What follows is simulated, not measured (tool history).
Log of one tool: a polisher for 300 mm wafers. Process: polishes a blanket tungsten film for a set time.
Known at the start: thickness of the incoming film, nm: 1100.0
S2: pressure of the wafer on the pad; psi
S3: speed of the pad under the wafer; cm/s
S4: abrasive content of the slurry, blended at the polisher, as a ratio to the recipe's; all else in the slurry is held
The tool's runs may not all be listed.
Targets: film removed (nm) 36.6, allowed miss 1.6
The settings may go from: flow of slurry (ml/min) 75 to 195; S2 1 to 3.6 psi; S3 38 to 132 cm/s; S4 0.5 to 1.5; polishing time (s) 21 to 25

{"run": 1, "hour": 0.0, "flow of slurry (ml/min)": 125, "S2": 2.3, "S3": 84, "S4": 1, "polishing time (s)": 25, "film removed (nm)": 63.578}
{"run": 2, "hour": 3.4, "flow of slurry (ml/min)": 125, "S2": 2.3, "S3": 84, "S4": 1, "polishing time (s)": 21, "film removed (nm)": 54.847}
{"run": 3, "hour": 5.8, "flow of slurry (ml/min)": 120, "S2": 2.1, "S3": 84, "S4": 1, "polishing time (s)": 21, "film removed (nm)": 48.271}
{"run": 4, "hour": 9.0, "flow of slurry (ml/min)": 120, "S2": 1.8, "S3": 84, "S4": 1, "polishing time (s)": 21, "film removed (nm)": 42.218}
{"run": 5, "hour": 15.5, "flow of slurry (ml/min)": 115, "S2": 1.7, "S3": 84, "S4": 1, "polishing time (s)": 21, "film removed (nm)": 40.468}
{"run": 6, "hour": 24.2, "flow of slurry (ml/min)": 110, "S2": 1.7, "S3": 84, "S4": 1, "polishing time (s)": 21, "film removed (nm)": 38.519}
{"run": 7, "hour": 25.1, "flow of slurry (ml/min)": 105, "S2": 1.7, "S3": 84, "S4": 1, "polishing time (s)": 21, "film removed (nm)": 38.422}
{"run": 8, "hour": 32.5, "flow of slurry (ml/min)": 105, "S2": 1.7, "S3": 84, "S4": 1, "polishing time (s)": 21, "film removed (nm)": 38.262}
{"run": 9, "hour": 35.8, "flow of slurry (ml/min)": 100, "S2": 1.7, "S3": 84, "S4": 1, "polishing time (s)": 21, "film removed (nm)": 40.131}

5 next moves are on the table. One of them brings every result within its allowed miss. Which?
{"run": "A", "hour": 39.1, "flow of slurry (ml/min)": 75, "S2": 1.8, "S3": 92, "S4": 0.75, "polishing time (s)": 22, "film removed (nm)": "?"}
{"run": "B", "hour": 39.1, "flow of slurry (ml/min)": 95, "S2": 1.7, "S3": 82, "S4": 1.05, "polishing time (s)": 24, "film removed (nm)": "?"}
{"run": "C", "hour": 39.1, "flow of slurry (ml/min)": 105, "S2": 2.1, "S3": 66, "S4": 0.85, "polishing time (s)": 21, "film removed (nm)": "?"}
{"run": "D", "hour": 39.1, "flow of slurry (ml/min)": 75, "S2": 1.7, "S3": 102, "S4": 1, "polishing time (s)": 22, "film removed (nm)": "?"}
{"run": "E", "hour": 39.1, "flow of slurry (ml/min)": 75, "S2": 1.7, "S3": 66, "S4": 0.85, "polishing time (s)": 24, "film removed (nm)": "?"}

move=A film_removed_(nm)=41.624
move=B film_removed_(nm)=43.563
move=C film_removed_(nm)=36.415
move=D film_removed_(nm)=46.956
move=E film_removed_(nm)=32.202
A: further off than the last run
B: further off than the last run
C: meets every target
D: further off than the last run
E: takes the result that was furthest off past its target
The right move is C.

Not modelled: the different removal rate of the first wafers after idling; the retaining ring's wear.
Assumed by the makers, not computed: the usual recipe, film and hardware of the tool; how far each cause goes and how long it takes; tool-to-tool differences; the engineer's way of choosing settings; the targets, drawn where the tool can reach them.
